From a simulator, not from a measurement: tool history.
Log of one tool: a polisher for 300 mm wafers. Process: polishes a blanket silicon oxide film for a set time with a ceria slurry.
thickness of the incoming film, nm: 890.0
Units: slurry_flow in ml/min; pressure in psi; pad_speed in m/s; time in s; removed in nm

{"run": 1, "hour": 0.0, "slurry_flow": 285, "pressure": 2.1, "pad_speed": 1.02, "time": 108, "removed": 279.7}
{"run": 2, "hour": 8.1, "slurry_flow": 285, "pressure": 2.1, "pad_speed": 1.22, "time": 108, "removed": 331.31}
{"run": 3, "hour": 11.0, "slurry_flow": 285, "pressure": 2.1, "pad_speed": 1.22, "time": 114, "removed": 353.31}
{"run": 4, "hour": 14.7, "slurry_flow": 285, "pressure": 2, "pad_speed": 1.18, "time": 114, "removed": 337.68}
{"run": 5, "hour": 19.4, "slurry_flow": 285, "pressure": 1.9, "pad_speed": 1.12, "time": 114, "removed": 302.4}
{"run": 6, "hour": 22.9, "slurry_flow": 285, "pressure": 1.9, "pad_speed": 1.28, "time": 114, "removed": 349}
{"run": 7, "hour": 26.6, "slurry_flow": 285, "pressure": 1.8, "pad_speed": 1.22, "time": 114, "removed": 316.21}
{"run": 8, "hour": 35.0, "slurry_flow": 285, "pressure": 1.7, "pad_speed": 1.16, "time": 114, "removed": 288.78}

Run 9 comes next. What will it give?
{"run": 9, "hour": 35.7, "slurry_flow": 285, "pressure": 1.6, "pad_speed": 1.12, "time": 114, "removed": "?"}

{"run 9": {"removed": 260.32}}

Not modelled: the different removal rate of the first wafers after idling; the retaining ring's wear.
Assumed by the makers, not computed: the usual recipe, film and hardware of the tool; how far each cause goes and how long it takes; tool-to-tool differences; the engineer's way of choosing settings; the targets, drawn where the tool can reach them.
